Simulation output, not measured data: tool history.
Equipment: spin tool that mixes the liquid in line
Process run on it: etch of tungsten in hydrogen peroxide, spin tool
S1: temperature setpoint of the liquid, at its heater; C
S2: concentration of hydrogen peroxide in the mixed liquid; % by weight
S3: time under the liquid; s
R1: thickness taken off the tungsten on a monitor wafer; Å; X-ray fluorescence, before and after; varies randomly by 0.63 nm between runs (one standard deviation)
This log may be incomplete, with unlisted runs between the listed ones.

run	day	S1	S2	S3	R1
1	0	56	21	15	573.62
2	0.254	59	22	15	702.75
3	0.483	52	22	15	462.67
4	0.521	56.5	22.5	15	611.38
5	0.667	51	22.5	15	436.54
6	0.692	56	23	15	603.41
7	1.067	59	23	15	717.77
8	1.183	61	23.5	15	817.88
9	1.317	62.5	23.5	15	884.96
10	1.658	63.5	24	15	952.77
11	1.779	64.5	24	15	1012.8
12	2.129	65	24	15	1022

Expected results for the next run?
13	2.442	65.5	24.5	15	?

R1: 1079.9 Å

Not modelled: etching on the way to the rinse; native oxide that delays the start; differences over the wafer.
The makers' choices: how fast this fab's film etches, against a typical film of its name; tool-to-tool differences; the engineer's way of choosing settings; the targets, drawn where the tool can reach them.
